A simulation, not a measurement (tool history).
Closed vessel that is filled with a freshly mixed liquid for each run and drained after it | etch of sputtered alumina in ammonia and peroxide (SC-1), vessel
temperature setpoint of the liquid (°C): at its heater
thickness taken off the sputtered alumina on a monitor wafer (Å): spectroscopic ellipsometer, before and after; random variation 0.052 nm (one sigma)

run,hour,temperature setpoint of the liquid (°C),parts of 29 % ammonia solution to one part of 30 % peroxide (parts by volume),time in the liquid (s),thickness taken off the sputtered alumina on a monitor wafer (Å)
1,0,62,0.7,90,129.91
2,3.1,62,0.95,90,133.03
3,5.4,60.5,0.95,90,122.11
4,13.8,59.5,0.95,90,116.9
5,14.8,59.5,0.8,90,115.2
6,16.4,59.5,0.95,90,117.76

The next listed run, before its measurement:
7,22.7,58.5,0.95,90,?

{"run 7": {"thickness taken off the sputtered alumina on a monitor wafer (Å)": 111.11}}
